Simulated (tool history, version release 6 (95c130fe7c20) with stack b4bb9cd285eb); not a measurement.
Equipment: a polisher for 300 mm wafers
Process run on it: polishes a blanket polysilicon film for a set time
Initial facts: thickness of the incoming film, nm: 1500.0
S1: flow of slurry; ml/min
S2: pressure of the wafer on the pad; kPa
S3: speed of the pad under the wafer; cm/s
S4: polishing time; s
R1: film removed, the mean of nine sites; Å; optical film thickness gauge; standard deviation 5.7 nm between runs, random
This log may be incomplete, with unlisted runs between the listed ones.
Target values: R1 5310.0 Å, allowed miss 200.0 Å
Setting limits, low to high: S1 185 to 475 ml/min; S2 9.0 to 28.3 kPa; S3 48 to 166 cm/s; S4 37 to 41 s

{"run": 1, "hour": 0.0, "S1": 305, "S2": 18.6, "S3": 106, "S4": 41, "R1": 3406.8}
{"run": 2, "hour": 8.6, "S1": 305, "S2": 20.0, "S3": 106, "S4": 41, "R1": 3723.2}
{"run": 3, "hour": 14.3, "S1": 305, "S2": 20.0, "S3": 106, "S4": 41, "R1": 3667.2}
{"run": 4, "hour": 18.8, "S1": 305, "S2": 17.2, "S3": 106, "S4": 41, "R1": 3266.0}
{"run": 5, "hour": 27.0, "S1": 245, "S2": 17.2, "S3": 106, "S4": 41, "R1": 3134.7}
{"run": 6, "hour": 30.3, "S1": 250, "S2": 18.6, "S3": 106, "S4": 41, "R1": 3425.8}
{"run": 7, "hour": 36.5, "S1": 250, "S2": 20.0, "S3": 106, "S4": 41, "R1": 3639.5}
{"run": 8, "hour": 41.7, "S1": 250, "S2": 20.0, "S3": 106, "S4": 41, "R1": 3699.2}
{"run": 9, "hour": 48.4, "S1": 250, "S2": 24.8, "S3": 108, "S4": 41, "R1": 4545.1}
{"run": 10, "hour": 49.9, "S1": 250, "S2": 25.5, "S3": 108, "S4": 41, "R1": 4634.1}
{"run": 11, "hour": 54.9, "S1": 250, "S2": 26.2, "S3": 108, "S4": 41, "R1": 4943.4}
{"run": 12, "hour": 62.7, "S1": 250, "S2": 26.9, "S3": 108, "S4": 41, "R1": 5025.3}
{"run": 13, "hour": 64.0, "S1": 250, "S2": 27.6, "S3": 108, "S4": 41, "R1": 5085.8}

5 candidate next runs follow, results not yet known. Just one meets every target within its allowed miss. Identify it.
{"run": "A", "hour": 65.3, "S1": 310, "S2": 25.5, "S3": 128, "S4": 41, "R1": "?"}
{"run": "B", "hour": 65.3, "S1": 240, "S2": 26.2, "S3": 130, "S4": 41, "R1": "?"}
{"run": "C", "hour": 65.3, "S1": 265, "S2": 25.5, "S3": 120, "S4": 37, "R1": "?"}
{"run": "D", "hour": 65.3, "S1": 280, "S2": 28.3, "S3": 122, "S4": 41, "R1": "?"}
{"run": "E", "hour": 65.3, "S1": 185, "S2": 26.2, "S3": 124, "S4": 41, "R1": "?"}

move=A R1=5664.6
move=B R1=5731.1
move=C R1=4745.4
move=D R1=5937.3
move=E R1=5279.6
A: moves the result that the last run missed by most past its target, out the other side
B: moves the result that the last run missed by most past its target, out the other side
C: moves away from the targets compared with the last run
D: moves the result that the last run missed by most past its target, out the other side
E: every result within its allowed miss
The move that meets every target is E.
